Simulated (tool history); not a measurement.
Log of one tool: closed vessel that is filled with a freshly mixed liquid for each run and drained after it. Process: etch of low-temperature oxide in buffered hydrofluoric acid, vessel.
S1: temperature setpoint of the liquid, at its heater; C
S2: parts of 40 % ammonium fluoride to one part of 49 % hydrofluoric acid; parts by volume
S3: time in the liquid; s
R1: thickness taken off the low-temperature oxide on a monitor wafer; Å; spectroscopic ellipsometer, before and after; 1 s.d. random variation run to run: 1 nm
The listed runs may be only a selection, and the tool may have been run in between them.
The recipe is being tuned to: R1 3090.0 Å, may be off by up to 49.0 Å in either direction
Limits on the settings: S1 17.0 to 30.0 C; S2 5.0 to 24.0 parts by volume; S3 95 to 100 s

Run 1, hour 0.0: S1 22.0 C, S2 14.5 parts by volume, S3 95 s. Result: R1 2256.2 Å.
Run 2, hour 8.9: S1 24.0 C, S2 14.5 parts by volume, S3 95 s. Result: R1 2543.0 Å.
Run 3, hour 13.2: S1 24.0 C, S2 14.5 parts by volume, S3 95 s. Result: R1 2556.1 Å.
Run 4, hour 15.4: S1 24.5 C, S2 14.5 parts by volume, S3 95 s. Result: R1 2600.6 Å.
Run 5, hour 22.3: S1 25.0 C, S2 14.5 parts by volume, S3 95 s. Result: R1 2671.9 Å.
Run 6, hour 28.7: S1 25.5 C, S2 14.5 parts by volume, S3 95 s. Result: R1 2753.7 Å.
Run 7, hour 30.9: S1 26.0 C, S2 14.5 parts by volume, S3 95 s. Result: R1 2827.1 Å.
Run 8, hour 37.8: S1 27.0 C, S2 14.5 parts by volume, S3 95 s. Result: R1 2966.4 Å.
Run 9, hour 41.7: S1 28.0 C, S2 14.5 parts by volume, S3 95 s. Result: R1 3156.1 Å.

Pick the move, out of 4, that brings all results within their allowed miss; only one does.
Run A, hour 45.6: S1 29.5 C, S2 16.5 parts by volume, S3 100 s. Result: R1 ?.
Run B, hour 45.6: S1 27.0 C, S2 14.0 parts by volume, S3 95 s. Result: R1 ?.
Run C, hour 45.6: S1 30.0 C, S2 17.0 parts by volume, S3 95 s. Result: R1 ?.
Run D, hour 45.6: S1 27.0 C, S2 13.5 parts by volume, S3 95 s. Result: R1 ?.

move      R1
   A  3167.5
   B  3095.4
   C  3000.3
   D  3207.7
A: misses by more than the last run did
B: hits every target within its allowed miss
C: takes the result that was furthest off past its target
D: misses by more than the last run did
So the answer is move B, the one that meets all the targets.
